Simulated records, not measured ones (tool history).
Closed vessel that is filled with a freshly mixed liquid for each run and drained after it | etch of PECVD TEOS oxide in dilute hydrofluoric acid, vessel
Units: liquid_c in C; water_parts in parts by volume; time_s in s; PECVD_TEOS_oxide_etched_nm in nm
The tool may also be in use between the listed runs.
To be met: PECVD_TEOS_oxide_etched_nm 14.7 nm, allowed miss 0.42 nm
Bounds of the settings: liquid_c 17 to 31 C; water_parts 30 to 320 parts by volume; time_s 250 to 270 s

| run | day | liquid_c | water_parts | time_s | PECVD_TEOS_oxide_etched_nm |
|---|---|---|---|---|---|
| 1 | 0 | 23 | 175 | 250 | 30.473 |
| 2 | 0.367 | 21.5 | 195 | 250 | 25.127 |
| 3 | 0.608 | 21.5 | 150 | 250 | 34.784 |
| 4 | 0.975 | 18 | 150 | 250 | 30.07 |
| 5 | 1.133 | 20 | 150 | 250 | 32.879 |
| 6 | 1.183 | 20 | 125 | 250 | 39.972 |
| 7 | 1.342 | 19 | 155 | 250 | 30.033 |
| 8 | 1.362 | 18.5 | 180 | 250 | 25.065 |
| 9 | 1.738 | 18 | 200 | 250 | 21.318 |
| 10 | 1.871 | 17 | 255 | 250 | 15.242 |

Which of these 4 next moves meets every target?
| A | 2.004 | 17 | 255 | 265 | ? |
| B | 2.004 | 17 | 270 | 255 | ? |
| C | 2.004 | 19.5 | 265 | 250 | ? |
| D | 2.004 | 17 | 290 | 265 | ? |

| move | PECVD_TEOS_oxide_etched_nm |
|---|---|
| A | 16.28 |
| B | 14.605 |
| C | 16.112 |
| D | 13.893 |
A: further off than the last run
B: meets every target
C: further off than the last run
D: takes the result that was furthest off past its target
Answer: B
